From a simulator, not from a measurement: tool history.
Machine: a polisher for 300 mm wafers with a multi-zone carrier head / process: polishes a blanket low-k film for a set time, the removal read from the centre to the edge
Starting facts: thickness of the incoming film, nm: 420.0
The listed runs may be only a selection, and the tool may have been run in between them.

run,day,flow of slurry (ml/min),pressure of the head's centre zone,pressure of the head's middle zone,pressure of the head's edge zone,abrasive content of the slurry,polishing time (s),film removed at the wafer's centre (Å),film removed at mid-radius (Å),film removed at the wafer's edge (Å)
1,0.000,160,1.00,1.00,1.00,1.00,75,189.96,195.25,183.90
2,0.267,155,0.97,0.99,0.98,0.90,72,166.48,176.84,169.99
3,0.638,155,0.97,0.99,0.98,0.80,72,162.50,166.36,161.07
4,0.842,150,0.95,1.00,0.96,0.75,69,147.36,153.07,148.42
5,1.017,145,0.93,1.01,0.94,0.70,68,138.21,152.03,140.52
6,1.317,140,0.91,1.00,0.93,0.65,67,129.13,141.43,134.98
7,1.421,135,0.90,1.00,0.91,0.60,66,123.06,135.19,126.63
8,1.483,130,0.88,1.00,0.90,0.60,65,117.00,133.05,123.34

Forecast run 9:
9,1.812,125,0.87,0.99,0.89,0.60,65,?,?,?

{"run 9": {"film removed at the wafer's centre (Å)": 112.15, "film removed at mid-radius (Å)": 128.9, "film removed at the wafer's edge (Å)": 122.46}}
